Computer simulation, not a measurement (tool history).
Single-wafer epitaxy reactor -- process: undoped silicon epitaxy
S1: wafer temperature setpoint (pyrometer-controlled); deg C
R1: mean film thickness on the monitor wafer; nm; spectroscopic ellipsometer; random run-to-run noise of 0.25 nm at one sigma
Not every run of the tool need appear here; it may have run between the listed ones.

{"run": 1, "hour": 0.0, "S1": 655, "deposition time (s)": 259, "R1": 46.008}
{"run": 2, "hour": 2.4, "S1": 651, "deposition time (s)": 259, "R1": 41.55}
{"run": 3, "hour": 10.6, "S1": 651, "deposition time (s)": 288, "R1": 45.819}
{"run": 4, "hour": 12.7, "S1": 654, "deposition time (s)": 288, "R1": 49.712}
{"run": 5, "hour": 17.7, "S1": 656, "deposition time (s)": 288, "R1": 52.753}
{"run": 6, "hour": 21.6, "S1": 657, "deposition time (s)": 288, "R1": 53.495}
{"run": 7, "hour": 23.2, "S1": 658, "deposition time (s)": 288, "R1": 54.927}

Run 8 has not been measured yet. What should we expect?
{"run": 8, "hour": 28.9, "S1": 668, "deposition time (s)": 289, "R1": "?"}

R1: 70.337 nm

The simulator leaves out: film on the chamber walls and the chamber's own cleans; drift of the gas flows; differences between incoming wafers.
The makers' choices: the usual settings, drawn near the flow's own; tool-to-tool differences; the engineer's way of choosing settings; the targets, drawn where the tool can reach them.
